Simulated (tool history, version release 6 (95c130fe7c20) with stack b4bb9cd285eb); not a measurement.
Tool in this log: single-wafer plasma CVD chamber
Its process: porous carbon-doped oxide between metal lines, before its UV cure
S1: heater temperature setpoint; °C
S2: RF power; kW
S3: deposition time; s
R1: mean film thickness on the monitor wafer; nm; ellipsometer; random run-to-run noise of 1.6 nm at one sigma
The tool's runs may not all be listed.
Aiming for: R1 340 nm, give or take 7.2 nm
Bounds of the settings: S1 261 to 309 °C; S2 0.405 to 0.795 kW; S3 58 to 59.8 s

run,hour,S1,S2,S3,R1
1,0,285,0.6,58,394.78
2,6.5,279,0.6,58,406.94
3,12.4,282,0.595,58,398.42
4,20.4,282,0.595,58,397.9
5,21.1,282,0.665,58,429.85
# hour 29.2: thermocouple changed; heater temperature recalibrated
6,29.2,285,0.65,58,419.49
7,32.1,287,0.635,58,405.71
8,33.8,289,0.625,58,400.09

Of the 5 settings listed for the next run, only one would bring every result within its allowed miss of target. Which one?
A,35.5,277,0.47,58,?
B,35.5,284,0.505,58,?
C,35.5,304,0.55,58,?
D,35.5,286,0.67,59.8,?
E,35.5,287,0.51,58,?

move,R1
A,360.82
B,363.42
C,345.62
D,442.51
E,359.76
A: better than the last run, though not everything is in spec
B: better than the last run, though not everything is in spec
C: every result within its allowed miss
D: lands further from the targets than the last run did
E: better than the last run, though not everything is in spec
Correct choice: C, which meets every target
